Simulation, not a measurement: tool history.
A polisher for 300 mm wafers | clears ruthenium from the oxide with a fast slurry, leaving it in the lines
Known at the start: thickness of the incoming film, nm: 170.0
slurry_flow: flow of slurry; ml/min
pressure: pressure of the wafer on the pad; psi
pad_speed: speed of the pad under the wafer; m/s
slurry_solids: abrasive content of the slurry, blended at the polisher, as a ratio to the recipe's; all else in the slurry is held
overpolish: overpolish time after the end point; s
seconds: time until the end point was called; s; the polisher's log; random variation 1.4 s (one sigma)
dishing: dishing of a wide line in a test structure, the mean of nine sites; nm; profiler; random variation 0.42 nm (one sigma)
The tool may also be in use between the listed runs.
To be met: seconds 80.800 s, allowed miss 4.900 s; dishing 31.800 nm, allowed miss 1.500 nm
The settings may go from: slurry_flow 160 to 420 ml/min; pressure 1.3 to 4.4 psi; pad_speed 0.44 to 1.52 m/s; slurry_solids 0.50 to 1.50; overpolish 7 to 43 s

{"run": 1, "hour": 0.0, "slurry_flow": 270, "pressure": 2.8, "pad_speed": 0.98, "slurry_solids": 1.0, "overpolish": 22, "seconds": 45.578, "dishing": 64.434}
{"run": 2, "hour": 3.3, "slurry_flow": 270, "pressure": 2.5, "pad_speed": 0.94, "slurry_solids": 1.0, "overpolish": 21, "seconds": 49.717, "dishing": 55.46}
{"run": 3, "hour": 8.5, "slurry_flow": 325, "pressure": 2.5, "pad_speed": 0.94, "slurry_solids": 1.0, "overpolish": 21, "seconds": 50.352, "dishing": 56.146}
{"run": 4, "hour": 16.7, "slurry_flow": 325, "pressure": 2.2, "pad_speed": 0.9, "slurry_solids": 1.0, "overpolish": 20, "seconds": 58.843, "dishing": 46.798}
{"run": 5, "hour": 25.1, "slurry_flow": 325, "pressure": 2.0, "pad_speed": 0.88, "slurry_solids": 1.0, "overpolish": 19, "seconds": 65.846, "dishing": 39.907}
{"run": 6, "hour": 27.3, "slurry_flow": 380, "pressure": 2.0, "pad_speed": 0.88, "slurry_solids": 1.0, "overpolish": 19, "seconds": 64.622, "dishing": 40.171}
{"run": 7, "hour": 33.1, "slurry_flow": 380, "pressure": 1.3, "pad_speed": 0.86, "slurry_solids": 1.0, "overpolish": 18, "seconds": 100.43, "dishing": 26.202}
{"run": 8, "hour": 34.9, "slurry_flow": 380, "pressure": 1.4, "pad_speed": 0.86, "slurry_solids": 1.0, "overpolish": 18, "seconds": 92.052, "dishing": 26.844}
{"run": 9, "hour": 37.0, "slurry_flow": 380, "pressure": 1.5, "pad_speed": 0.86, "slurry_solids": 1.0, "overpolish": 18, "seconds": 85.572, "dishing": 29.076}

4 next moves are on the table. One of them brings every result within its allowed miss. Which?
{"run": "A", "hour": 39.1, "slurry_flow": 340, "pressure": 1.5, "pad_speed": 0.9, "slurry_solids": 1.05, "overpolish": 15, "seconds": "?", "dishing": "?"}
{"run": "B", "hour": 39.1, "slurry_flow": 395, "pressure": 1.3, "pad_speed": 0.92, "slurry_solids": 1.0, "overpolish": 17, "seconds": "?", "dishing": "?"}
{"run": "C", "hour": 39.1, "slurry_flow": 280, "pressure": 1.9, "pad_speed": 0.9, "slurry_solids": 0.75, "overpolish": 22, "seconds": "?", "dishing": "?"}
{"run": "D", "hour": 39.1, "slurry_flow": 415, "pressure": 1.4, "pad_speed": 0.92, "slurry_solids": 1.15, "overpolish": 18, "seconds": "?", "dishing": "?"}

move=A seconds=82.783 dishing=26.517
move=B seconds=94.979 dishing=26.210
move=C seconds=87.566 dishing=36.066
move=D seconds=81.090 dishing=32.122
A: further off than the last run
B: further off than the last run
C: takes the result that was furthest off past its target
D: meets every target
Move D is the one to make.
